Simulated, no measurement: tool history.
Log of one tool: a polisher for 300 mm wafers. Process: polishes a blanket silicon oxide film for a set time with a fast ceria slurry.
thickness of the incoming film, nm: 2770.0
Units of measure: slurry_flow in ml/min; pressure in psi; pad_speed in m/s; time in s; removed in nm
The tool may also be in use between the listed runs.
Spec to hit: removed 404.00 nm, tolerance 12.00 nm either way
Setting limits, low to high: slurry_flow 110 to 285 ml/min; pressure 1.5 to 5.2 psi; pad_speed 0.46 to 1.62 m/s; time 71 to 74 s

run 1 hour=0.0 | slurry_flow=180 pressure=3.3 pad_speed=1.04 time=71 | removed=1312.30
run 2 hour=7.8 | slurry_flow=180 pressure=3.3 pad_speed=1.04 time=71 | removed=1286.00
run 3 hour=12.6 | slurry_flow=180 pressure=3.3 pad_speed=1.22 time=71 | removed=1529.20
run 4 hour=19.1 | slurry_flow=160 pressure=2.8 pad_speed=1.02 time=71 | removed=1077.20
run 5 hour=20.9 | slurry_flow=160 pressure=2.8 pad_speed=1.02 time=71 | removed=1071.60
run 6 hour=28.7 | slurry_flow=160 pressure=2.8 pad_speed=1.02 time=74 | removed=1132.50
run 7 hour=29.3 | slurry_flow=145 pressure=2.4 pad_speed=0.86 time=73 | removed=821.13
run 8 hour=32.6 | slurry_flow=140 pressure=2.2 pad_speed=0.76 time=73 | removed=669.59
run 9 hour=33.5 | slurry_flow=140 pressure=2.2 pad_speed=0.76 time=73 | removed=672.77

Which one of the following 4 next-run settings gets every result inside its allowed miss? There is exactly one.
run A hour=34.4 | slurry_flow=135 pressure=1.7 pad_speed=0.56 time=71 | removed=?
run B hour=34.4 | slurry_flow=135 pressure=1.7 pad_speed=0.64 time=71 | removed=?
run C hour=34.4 | slurry_flow=115 pressure=1.6 pad_speed=0.68 time=71 | removed=?
run D hour=34.4 | slurry_flow=140 pressure=3.2 pad_speed=1.14 time=74 | removed=?

move=A removed=401.99
move=B removed=445.27
move=C removed=427.02
move=D removed=1376.20
A: each result inside its tolerance
B: nearer than the last run, and not there yet
C: nearer than the last run, and not there yet
D: its largest miss is bigger than the last run's
A meets every target.

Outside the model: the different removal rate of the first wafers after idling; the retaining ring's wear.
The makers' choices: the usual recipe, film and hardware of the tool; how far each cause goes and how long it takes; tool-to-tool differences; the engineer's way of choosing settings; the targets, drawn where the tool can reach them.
